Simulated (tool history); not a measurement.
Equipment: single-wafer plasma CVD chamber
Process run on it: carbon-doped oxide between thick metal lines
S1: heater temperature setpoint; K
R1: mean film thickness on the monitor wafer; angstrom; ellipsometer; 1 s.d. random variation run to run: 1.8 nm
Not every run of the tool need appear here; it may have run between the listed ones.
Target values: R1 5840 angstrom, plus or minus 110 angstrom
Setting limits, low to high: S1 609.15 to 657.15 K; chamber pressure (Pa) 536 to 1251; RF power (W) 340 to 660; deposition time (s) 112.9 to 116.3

{"run": 1, "hour": 0.0, "S1": 633.15, "chamber pressure (Pa)": 893, "RF power (W)": 500, "deposition time (s)": 112.9, "R1": 6775.1}
{"run": 2, "hour": 6.4, "S1": 633.15, "chamber pressure (Pa)": 893, "RF power (W)": 550, "deposition time (s)": 112.9, "R1": 6995.8}
{"run": 3, "hour": 9.4, "S1": 637.15, "chamber pressure (Pa)": 849, "RF power (W)": 505, "deposition time (s)": 112.9, "R1": 6687.3}
{"run": 4, "hour": 16.8, "S1": 632.15, "chamber pressure (Pa)": 849, "RF power (W)": 505, "deposition time (s)": 112.9, "R1": 6798.9}
{"run": 5, "hour": 25.0, "S1": 637.15, "chamber pressure (Pa)": 835, "RF power (W)": 470, "deposition time (s)": 112.9, "R1": 6456.9}
{"run": 6, "hour": 31.0, "S1": 637.15, "chamber pressure (Pa)": 889, "RF power (W)": 470, "deposition time (s)": 112.9, "R1": 6558.4}
{"run": 7, "hour": 37.6, "S1": 639.15, "chamber pressure (Pa)": 823, "RF power (W)": 450, "deposition time (s)": 112.9, "R1": 6337.9}
{"run": 8, "hour": 40.0, "S1": 639.15, "chamber pressure (Pa)": 823, "RF power (W)": 450, "deposition time (s)": 112.9, "R1": 6343.3}
{"run": 9, "hour": 41.4, "S1": 641.15, "chamber pressure (Pa)": 788, "RF power (W)": 435, "deposition time (s)": 112.9, "R1": 6195.7}
{"run": 10, "hour": 45.0, "S1": 641.15, "chamber pressure (Pa)": 788, "RF power (W)": 435, "deposition time (s)": 112.9, "R1": 6187.9}
{"run": 11, "hour": 52.5, "S1": 642.15, "chamber pressure (Pa)": 757, "RF power (W)": 425, "deposition time (s)": 112.9, "R1": 6072.7}
{"run": 12, "hour": 54.6, "S1": 643.15, "chamber pressure (Pa)": 732, "RF power (W)": 420, "deposition time (s)": 112.9, "R1": 6040.2}

Of the 4 settings listed for the next run, only one would bring every result within its allowed miss of target. Which one?
{"run": "A", "hour": 56.7, "S1": 639.15, "chamber pressure (Pa)": 737, "RF power (W)": 420, "deposition time (s)": 112.9, "R1": "?"}
{"run": "B", "hour": 56.7, "S1": 644.15, "chamber pressure (Pa)": 679, "RF power (W)": 380, "deposition time (s)": 116.3, "R1": "?"}
{"run": "C", "hour": 56.7, "S1": 635.15, "chamber pressure (Pa)": 675, "RF power (W)": 400, "deposition time (s)": 116.3, "R1": "?"}
{"run": "D", "hour": 56.7, "S1": 637.15, "chamber pressure (Pa)": 709, "RF power (W)": 410, "deposition time (s)": 112.9, "R1": "?"}

move=A R1=6092.8
move=B R1=5861.3
move=C R1=6112.8
move=D R1=6020
A: its largest miss is bigger than the last run's
B: in spec on every target
C: its largest miss is bigger than the last run's
D: gains on the last run, yet a result remains outside its allowed miss
B is the move that brings every result within its allowed miss.

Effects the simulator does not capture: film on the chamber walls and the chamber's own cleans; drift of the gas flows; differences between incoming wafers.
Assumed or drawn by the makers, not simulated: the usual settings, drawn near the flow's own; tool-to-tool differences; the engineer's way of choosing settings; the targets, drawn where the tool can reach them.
